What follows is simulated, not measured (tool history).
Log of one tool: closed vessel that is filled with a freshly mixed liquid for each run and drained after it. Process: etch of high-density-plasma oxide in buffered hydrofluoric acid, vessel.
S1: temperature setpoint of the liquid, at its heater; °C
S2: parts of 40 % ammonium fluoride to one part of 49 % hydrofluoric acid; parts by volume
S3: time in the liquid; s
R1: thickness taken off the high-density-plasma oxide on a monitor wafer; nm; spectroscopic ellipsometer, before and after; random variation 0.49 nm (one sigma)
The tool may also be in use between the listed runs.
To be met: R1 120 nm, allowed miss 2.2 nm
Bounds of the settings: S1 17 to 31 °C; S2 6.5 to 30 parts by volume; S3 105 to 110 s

run 1 hour=0 | S1=23 S2=18.5 S3=105 | R1=99.58
run 2 hour=6.4 | S1=23.5 S2=18.5 S3=105 | R1=102.61
run 3 hour=10.3 | S1=23.5 S2=18.5 S3=105 | R1=101.42
run 4 hour=18.7 | S1=24 S2=18.5 S3=105 | R1=105.4
run 5 hour=26.9 | S1=24.5 S2=18.5 S3=105 | R1=107.66
run 6 hour=27.9 | S1=22 S2=18.5 S3=105 | R1=94.504
run 7 hour=34 | S1=23 S2=18.5 S3=105 | R1=100.01
run 8 hour=43 | S1=23.5 S2=18.5 S3=105 | R1=102.53
run 9 hour=47.5 | S1=27 S2=18.5 S3=105 | R1=123.75

4 next moves are on the table. One of them brings every result within its allowed miss. Which?
run A hour=52 | S1=26.5 S2=17 S3=105 | R1=?
run B hour=52 | S1=28.5 S2=19 S3=105 | R1=?
run C hour=52 | S1=23.5 S2=16.5 S3=110 | R1=?
run D hour=52 | S1=28 S2=18.5 S3=105 | R1=?

move=A R1=130.5
move=B R1=130.03
move=C R1=119.88
move=D R1=130.01
A: further off than the last run
B: further off than the last run
C: meets every target
D: further off than the last run
Move C is the one to make.
